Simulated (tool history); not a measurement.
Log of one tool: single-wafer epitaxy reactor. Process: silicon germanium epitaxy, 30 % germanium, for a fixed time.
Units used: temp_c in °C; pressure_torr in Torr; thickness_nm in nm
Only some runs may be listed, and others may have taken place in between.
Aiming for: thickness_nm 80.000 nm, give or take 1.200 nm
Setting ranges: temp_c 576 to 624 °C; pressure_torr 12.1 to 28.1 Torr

run 1 hour=0.0 | temp_c=600 pressure_torr=20.1 | thickness_nm=57.373
run 2 hour=6.2 | temp_c=600 pressure_torr=22.0 | thickness_nm=58.996
run 3 hour=7.1 | temp_c=602 pressure_torr=22.0 | thickness_nm=60.992
run 4 hour=12.3 | temp_c=597 pressure_torr=22.0 | thickness_nm=56.202
run 5 hour=16.4 | temp_c=600 pressure_torr=22.0 | thickness_nm=59.165
run 6 hour=18.9 | temp_c=600 pressure_torr=20.1 | thickness_nm=57.646
run 7 hour=21.7 | temp_c=603 pressure_torr=20.1 | thickness_nm=59.975
run 8 hour=29.3 | temp_c=606 pressure_torr=20.1 | thickness_nm=63.241
run 9 hour=36.9 | temp_c=608 pressure_torr=20.1 | thickness_nm=65.309
run 10 hour=42.8 | temp_c=610 pressure_torr=20.1 | thickness_nm=66.500
run 11 hour=45.2 | temp_c=612 pressure_torr=20.1 | thickness_nm=68.977
run 12 hour=47.2 | temp_c=613 pressure_torr=20.1 | thickness_nm=70.618
run 13 hour=49.3 | temp_c=614 pressure_torr=20.1 | thickness_nm=71.551
run 14 hour=52.2 | temp_c=615 pressure_torr=20.1 | thickness_nm=72.479

5 next moves are on the table. One of them brings every result within its allowed miss. Which?
run A hour=55.1 | temp_c=622 pressure_torr=17.3 | thickness_nm=?
run B hour=55.1 | temp_c=617 pressure_torr=21.3 | thickness_nm=?
run C hour=55.1 | temp_c=620 pressure_torr=19.3 | thickness_nm=?
run D hour=55.1 | temp_c=620 pressure_torr=21.1 | thickness_nm=?
run E hour=55.1 | temp_c=611 pressure_torr=18.1 | thickness_nm=?

move=A thickness_nm=76.767
move=B thickness_nm=76.085
move=C thickness_nm=77.138
move=D thickness_nm=79.454
move=E thickness_nm=65.650
A: nearer than the last run, and not there yet
B: nearer than the last run, and not there yet
C: nearer than the last run, and not there yet
D: all results in spec
E: misses by more than the last run did
The move that meets every target is D.
